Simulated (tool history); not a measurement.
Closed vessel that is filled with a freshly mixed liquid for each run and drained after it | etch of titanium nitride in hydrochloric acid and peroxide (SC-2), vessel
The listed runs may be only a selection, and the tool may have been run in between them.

| run | day | temperature setpoint of the liquid (C) | parts of water to one part each of 37 % hydrochloric acid and 30 % peroxide (parts by volume) | time in the liquid (s) | thickness taken off the titanium nitride on a monitor wafer (nm) |
|---|---|---|---|---|---|
| 1 | 0.000 | 50.0 | 5.0 | 280 | 10.460 |
| 2 | 0.029 | 52.0 | 5.0 | 280 | 11.681 |
| 3 | 0.292 | 52.0 | 4.5 | 280 | 12.583 |
| 4 | 0.571 | 53.5 | 4.5 | 280 | 13.857 |
| 5 | 0.600 | 53.5 | 4.0 | 280 | 15.117 |
| 6 | 0.729 | 53.5 | 4.0 | 190 | 10.241 |
| 7 | 1.012 | 55.5 | 4.0 | 190 | 11.721 |
| 8 | 1.338 | 57.5 | 4.0 | 205 | 14.288 |
| 9 | 1.542 | 59.0 | 4.0 | 205 | 15.892 |

Predict the results of run 10:
| 10 | 1.642 | 60.0 | 4.0 | 205 | ? |

For run 10 the tool returned thickness taken off the titanium nitride on a monitor wafer (nm) 16.764.
